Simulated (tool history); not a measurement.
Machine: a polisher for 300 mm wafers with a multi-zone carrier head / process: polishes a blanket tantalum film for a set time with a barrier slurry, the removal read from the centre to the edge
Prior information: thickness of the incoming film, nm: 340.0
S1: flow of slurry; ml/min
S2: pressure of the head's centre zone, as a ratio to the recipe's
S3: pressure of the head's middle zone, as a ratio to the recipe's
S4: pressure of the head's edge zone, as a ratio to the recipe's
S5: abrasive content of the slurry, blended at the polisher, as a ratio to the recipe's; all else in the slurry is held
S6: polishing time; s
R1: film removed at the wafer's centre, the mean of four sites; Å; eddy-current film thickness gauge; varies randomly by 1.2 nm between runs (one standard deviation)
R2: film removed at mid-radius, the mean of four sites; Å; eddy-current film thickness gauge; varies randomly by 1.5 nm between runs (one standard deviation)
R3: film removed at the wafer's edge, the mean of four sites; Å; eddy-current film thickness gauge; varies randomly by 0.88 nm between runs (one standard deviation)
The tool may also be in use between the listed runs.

run 1 hour=0.0 | S1=285 S2=1.00 S3=1.00 S4=1.00 S5=1.00 S6=43 | R1=829.18 R2=841.17 R3=831.15
run 2 hour=3.7 | S1=295 S2=1.04 S3=1.03 S4=1.02 S5=1.10 S6=43 | R1=900.14 R2=892.78 R3=880.89
run 3 hour=5.8 | S1=305 S2=1.07 S3=1.07 S4=1.02 S5=1.15 S6=43 | R1=947.69 R2=952.66 R3=890.56
run 4 hour=9.0 | S1=305 S2=1.07 S3=1.12 S4=1.02 S5=1.15 S6=43 | R1=934.61 R2=975.67 R3=894.42
run 5 hour=16.3 | S1=305 S2=1.07 S3=1.19 S4=1.02 S5=1.15 S6=43 | R1=951.42 R2=1030.50 R3=880.19
run 6 hour=25.2 | S1=305 S2=1.07 S3=1.19 S4=1.06 S5=1.15 S6=43 | R1=963.15 R2=986.29 R3=910.41

Run 7 is up next; what results do you expect?
run 7 hour=29.5 | S1=315 S2=1.10 S3=1.19 S4=1.06 S5=1.20 S6=43 | R1=? R2=? R3=?

R1: 1006.40 Å
R2: 1021.20 Å
R3: 924.71 Å

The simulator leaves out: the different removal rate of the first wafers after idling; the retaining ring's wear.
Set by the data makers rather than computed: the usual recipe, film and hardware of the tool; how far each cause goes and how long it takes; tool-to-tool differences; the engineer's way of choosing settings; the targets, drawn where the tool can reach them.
